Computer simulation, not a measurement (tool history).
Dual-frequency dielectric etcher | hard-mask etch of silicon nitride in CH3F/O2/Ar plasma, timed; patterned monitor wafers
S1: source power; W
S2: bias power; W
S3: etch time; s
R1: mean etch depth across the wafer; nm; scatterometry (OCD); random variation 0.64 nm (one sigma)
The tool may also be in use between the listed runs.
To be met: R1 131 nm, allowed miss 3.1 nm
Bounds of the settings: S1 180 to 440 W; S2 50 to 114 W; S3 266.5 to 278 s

| run | day | S1 | S2 | S3 | R1 |
|---|---|---|---|---|---|
| 1 | 0 | 310 | 82 | 266.5 | 173.98 |
| 2 | 0.058 | 280 | 75 | 266.5 | 161.44 |
| 3 | 0.317 | 280 | 75 | 278 | 168.94 |
| 4 | 0.412 | 260 | 70 | 276.5 | 157.35 |
| 5 | 0.662 | 260 | 60 | 276.5 | 148.42 |
| 6 | 0.75 | 260 | 55 | 276.5 | 143.26 |
| 7 | 0.775 | 200 | 51 | 276 | 124.45 |
| 8 | 1.125 | 210 | 51 | 276 | 126.71 |

5 next moves are on the table. One of them brings every result within its allowed miss. Which?
| A | 1.475 | 210 | 52 | 278 | ? |
| B | 1.475 | 200 | 50 | 270 | ? |
| C | 1.475 | 180 | 58 | 266.5 | ? |
| D | 1.475 | 200 | 53 | 274 | ? |
| E | 1.475 | 220 | 50 | 266.5 | ? |

| move | R1 |
|---|---|
| A | 130.32 |
| B | 122.24 |
| C | 122.83 |
| D | 126.95 |
| E | 125.29 |
A: meets every target
B: further off than the last run
C: further off than the last run
D: nearer than the last run, and not there yet
E: further off than the last run
The right move is A.

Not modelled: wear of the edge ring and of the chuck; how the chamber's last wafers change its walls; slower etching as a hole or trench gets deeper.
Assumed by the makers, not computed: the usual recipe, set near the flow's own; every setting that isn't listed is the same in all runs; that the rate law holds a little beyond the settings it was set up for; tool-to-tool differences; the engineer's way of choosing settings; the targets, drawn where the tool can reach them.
